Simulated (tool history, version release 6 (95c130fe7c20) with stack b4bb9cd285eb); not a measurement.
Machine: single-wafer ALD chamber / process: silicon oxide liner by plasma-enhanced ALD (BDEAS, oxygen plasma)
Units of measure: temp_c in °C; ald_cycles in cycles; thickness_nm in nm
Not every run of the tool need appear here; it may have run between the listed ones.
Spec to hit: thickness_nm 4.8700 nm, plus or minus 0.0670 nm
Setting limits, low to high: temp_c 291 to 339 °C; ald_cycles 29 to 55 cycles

Run 1, day 0.000: temp_c 315 °C, ald_cycles 42 cycles. Result: thickness_nm 4.0535 nm.
Run 2, day 0.121: temp_c 315 °C, ald_cycles 44 cycles. Result: thickness_nm 4.2490 nm.
Run 3, day 0.392: temp_c 306 °C, ald_cycles 44 cycles. Result: thickness_nm 4.3117 nm.
Run 4, day 0.742: temp_c 305 °C, ald_cycles 45 cycles. Result: thickness_nm 4.4105 nm.
Run 5, day 1.050: temp_c 304 °C, ald_cycles 46 cycles. Result: thickness_nm 4.5071 nm.
Run 6, day 1.321: temp_c 303 °C, ald_cycles 47 cycles. Result: thickness_nm 4.6221 nm.
Run 7, day 1.354: temp_c 302 °C, ald_cycles 47 cycles. Result: thickness_nm 4.6462 nm.
Run 8, day 1.433: temp_c 301 °C, ald_cycles 47 cycles. Result: thickness_nm 4.6349 nm.
Run 9, day 1.750: temp_c 301 °C, ald_cycles 47 cycles. Result: thickness_nm 4.6330 nm.
Run 10, day 2.021: temp_c 299 °C, ald_cycles 50 cycles. Result: thickness_nm 4.9781 nm.
Run 11, day 2.367: temp_c 300 °C, ald_cycles 50 cycles. Result: thickness_nm 4.9383 nm.

Exercise: of the 4 proposed moves below, exactly one satisfies all targets within the stated allowed misses. Which move is it?
Run A, day 2.712: temp_c 300 °C, ald_cycles 49 cycles. Result: thickness_nm ?.
Run B, day 2.712: temp_c 304 °C, ald_cycles 51 cycles. Result: thickness_nm ?.
Run C, day 2.712: temp_c 314 °C, ald_cycles 52 cycles. Result: thickness_nm ?.
Run D, day 2.712: temp_c 301 °C, ald_cycles 48 cycles. Result: thickness_nm ?.

move  thickness_nm
   A        4.8381
   B        4.9800
   C        4.9965
   D        4.7198
A: each result inside its tolerance
B: misses by more than the last run did
C: misses by more than the last run did
D: takes the biggest miss from the last run beyond its target
Answer: A
